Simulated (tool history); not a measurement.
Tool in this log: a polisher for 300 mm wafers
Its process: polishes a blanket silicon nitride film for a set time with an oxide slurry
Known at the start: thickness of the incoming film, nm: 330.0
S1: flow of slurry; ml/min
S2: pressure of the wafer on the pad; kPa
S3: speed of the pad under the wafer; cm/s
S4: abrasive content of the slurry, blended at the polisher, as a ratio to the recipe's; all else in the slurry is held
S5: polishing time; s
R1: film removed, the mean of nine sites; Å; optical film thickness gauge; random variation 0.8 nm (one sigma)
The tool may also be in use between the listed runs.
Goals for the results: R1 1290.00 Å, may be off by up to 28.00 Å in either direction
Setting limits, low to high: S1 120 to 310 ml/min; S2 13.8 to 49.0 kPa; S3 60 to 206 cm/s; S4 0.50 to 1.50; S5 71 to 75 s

run,hour,S1,S2,S3,S4,S5,R1
1,0.0,200,31.0,132,1.00,71,626.71
2,8.2,200,31.0,132,1.15,71,657.16
3,10.7,210,34.5,134,1.15,71,715.63
4,17.8,210,34.5,134,1.30,71,737.54
5,20.2,210,37.2,140,1.30,71,798.31
6,29.0,180,37.2,140,1.30,71,777.08
7,33.7,235,46.2,152,1.30,71,978.15
8,42.4,190,49.0,188,1.30,71,1088.20
9,47.6,205,49.0,192,1.35,71,1133.60
10,49.3,215,49.0,194,1.40,71,1158.50
11,53.6,220,49.0,196,1.40,71,1167.80
12,60.3,225,49.0,198,1.40,71,1163.90
13,64.7,225,49.0,200,1.40,72,1192.40
14,72.0,265,49.0,206,1.45,72,1250.30

Next run, 4 choices. One meets every target within its allowed miss, the rest don't. Which?
A,79.3,245,49.0,206,1.40,75,?
B,79.3,280,42.1,206,1.50,75,?
C,79.3,235,46.2,206,1.50,73,?
D,79.3,310,48.3,188,1.45,74,?

move,R1
A,1282.80
B,1211.30
C,1225.90
D,1242.20
A: meets every target
B: its largest miss is bigger than the last run's
C: its largest miss is bigger than the last run's
D: its largest miss is bigger than the last run's
Go with A: it meets all targets.

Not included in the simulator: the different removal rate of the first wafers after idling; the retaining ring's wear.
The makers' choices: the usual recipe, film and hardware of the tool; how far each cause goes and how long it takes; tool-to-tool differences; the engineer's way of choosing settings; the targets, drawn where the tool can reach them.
